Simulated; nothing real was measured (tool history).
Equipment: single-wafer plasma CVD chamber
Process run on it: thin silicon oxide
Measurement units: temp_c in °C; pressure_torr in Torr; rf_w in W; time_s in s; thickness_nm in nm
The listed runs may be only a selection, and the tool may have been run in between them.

Run 1, hour 0: temp_c 385 °C, pressure_torr 0.713 Torr, rf_w 290 W, time_s 4.79 s. Result: thickness_nm 7.3086 nm.
Run 2, hour 6.9: temp_c 378 °C, pressure_torr 0.713 Torr, rf_w 290 W, time_s 4.79 s. Result: thickness_nm 7.3448 nm.
Run 3, hour 13.1: temp_c 384 °C, pressure_torr 0.713 Torr, rf_w 290 W, time_s 4.79 s. Result: thickness_nm 7.3148 nm.
Run 4, hour 20.9: temp_c 384 °C, pressure_torr 0.713 Torr, rf_w 290 W, time_s 4.95 s. Result: thickness_nm 7.5317 nm.
Run 5, hour 23.4: temp_c 384 °C, pressure_torr 0.726 Torr, rf_w 290 W, time_s 4.95 s. Result: thickness_nm 7.6535 nm.
Run 6, hour 30.9: temp_c 384 °C, pressure_torr 0.738 Torr, rf_w 290 W, time_s 4.95 s. Result: thickness_nm 7.8184 nm.
Run 7, hour 36.8: temp_c 384 °C, pressure_torr 0.738 Torr, rf_w 290 W, time_s 4.95 s. Result: thickness_nm 7.7984 nm.

Forecast run 8:
Run 8, hour 43.1: temp_c 384 °C, pressure_torr 0.747 Torr, rf_w 290 W, time_s 4.95 s. Result: thickness_nm ?.

{"run 8": {"thickness_nm": 7.8845}}
